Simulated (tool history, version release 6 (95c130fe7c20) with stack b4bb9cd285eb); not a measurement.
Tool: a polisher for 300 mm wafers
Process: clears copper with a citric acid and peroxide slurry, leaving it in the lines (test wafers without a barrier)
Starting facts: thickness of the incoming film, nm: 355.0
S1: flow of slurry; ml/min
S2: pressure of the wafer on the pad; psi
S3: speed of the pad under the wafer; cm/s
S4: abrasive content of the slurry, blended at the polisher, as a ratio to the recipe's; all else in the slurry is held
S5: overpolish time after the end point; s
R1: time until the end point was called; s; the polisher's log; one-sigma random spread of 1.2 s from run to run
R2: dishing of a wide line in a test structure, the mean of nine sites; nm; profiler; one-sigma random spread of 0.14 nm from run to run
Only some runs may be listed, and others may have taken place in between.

run,hour,S1,S2,S3,S4,S5,R1,R2
1,0.0,275,2.9,116,1.00,10,155.46,17.3640
2,5.1,275,2.9,116,1.00,13,156.81,22.3900
3,7.4,275,3.3,116,1.00,13,140.55,24.5630
4,16.0,275,3.4,110,1.00,11,146.44,20.8090
5,19.0,275,4.1,110,1.00,11,121.97,23.9700
6,28.0,240,4.1,110,1.00,11,123.63,23.6240
7,35.1,165,3.7,114,1.00,6,135.84,11.7690
8,36.2,165,3.7,116,1.00,5,134.72,10.5220
9,43.9,170,3.7,118,0.95,3,136.03,6.3010

What does the tool deliver on the next run?
10,47.1,170,3.7,118,1.00,3,?,?

Run 10 measured R1 131.91 s, R2 6.4139 nm.
